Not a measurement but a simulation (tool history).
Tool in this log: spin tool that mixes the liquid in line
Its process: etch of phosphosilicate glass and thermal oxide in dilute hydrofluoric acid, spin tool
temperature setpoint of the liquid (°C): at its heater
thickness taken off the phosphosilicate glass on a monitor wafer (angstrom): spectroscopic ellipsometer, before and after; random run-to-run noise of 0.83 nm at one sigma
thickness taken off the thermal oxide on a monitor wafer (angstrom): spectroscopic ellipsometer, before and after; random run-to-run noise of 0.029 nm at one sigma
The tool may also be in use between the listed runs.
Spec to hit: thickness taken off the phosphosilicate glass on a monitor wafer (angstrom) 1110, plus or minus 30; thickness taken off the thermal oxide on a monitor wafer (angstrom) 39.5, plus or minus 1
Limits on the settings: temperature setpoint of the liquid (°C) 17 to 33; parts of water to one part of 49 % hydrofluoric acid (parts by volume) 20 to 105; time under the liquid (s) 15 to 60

run  hour  temperature setpoint of the liquid (°C)  parts of water to one part of 49 % hydrofluoric acid (parts by volume)  time under the liquid (s)  thickness taken off the phosphosilicate glass on a monitor wafer (angstrom)  thickness taken off the thermal oxide on a monitor wafer (angstrom)
  1     0                                       25                                                                      55                         30                                                                       716.37                                                               24.988
  2   1.7                                     27.5                                                                      55                         30                                                                       772.89                                                               28.061
  3   5.1                                       28                                                                      50                         30                                                                       875.41                                                               31.716
  4    14                                     28.5                                                                      50                         30                                                                       905.23                                                               32.144
  5  22.3                                     28.5                                                                      50                         20                                                                       598.25                                                               21.317
  6  25.6                                     28.5                                                                      70                         20                                                                       417.85                                                               14.943
  7  30.4                                     29.5                                                                      55                         20                                                                       561.05                                                               20.282
  8  38.3                                       33                                                                      30                         20                                                                       1233.6                                                               44.022
  9  40.9                                     32.5                                                                      30                         20                                                                       1207.1                                                               43.023

Pick the move, out of 4, that brings all results within their allowed miss; only one does.
  A  43.5                                     30.5                                                                      30                         20                                                                            ?                                                                    ?
  B  43.5                                     32.5                                                                      50                         30                                                                            ?                                                                    ?
  C  43.5                                       29                                                                      20                         15                                                                            ?                                                                    ?
  D  43.5                                       33                                                                      35                         20                                                                            ?                                                                    ?

move  thickness taken off the phosphosilicate glass on a monitor wafer (angstrom)  thickness taken off the thermal oxide on a monitor wafer (angstrom)
   A                                                                       1110.3                                                               39.642
   B                                                                       1049.5                                                               37.472
   C                                                                       1192.4                                                               42.573
   D                                                                       1043.8                                                               37.267
A: in spec on every target
B: carries the result that was furthest off beyond its target, to the other side
C: better than the last run, though not everything is in spec
D: carries the result that was furthest off beyond its target, to the other side
Go with A: it meets all targets.
